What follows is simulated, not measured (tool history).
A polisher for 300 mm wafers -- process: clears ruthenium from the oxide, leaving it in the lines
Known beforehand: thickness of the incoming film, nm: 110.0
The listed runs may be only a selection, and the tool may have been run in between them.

| run | hour | flow of slurry (ml/min) | pressure of the wafer on the pad (kPa) | speed of the pad under the wafer (m/s) | overpolish time after the end point (s) | time until the end point was called (s) |
|---|---|---|---|---|---|---|
| 1 | 0 | 305 | 14.5 | 1.12 | 14 | 96.555 |
| 2 | 1.6 | 305 | 15.9 | 1.12 | 14 | 88.454 |
| 3 | 5.5 | 305 | 15.2 | 1.12 | 14 | 90.785 |
| 4 | 9.8 | 240 | 15.2 | 1.12 | 14 | 94.117 |
| 5 | 17.9 | 240 | 15.2 | 0.88 | 14 | 118.85 |
| 6 | 19.7 | 240 | 15.2 | 0.62 | 14 | 166.12 |
| 7 | 23 | 240 | 15.9 | 0.62 | 14 | 159.51 |

Predict the results of run 8:
| 8 | 25.8 | 240 | 15.9 | 0.62 | 14 | ? |

{"run 8": {"time until the end point was called (s)": 159.88}}
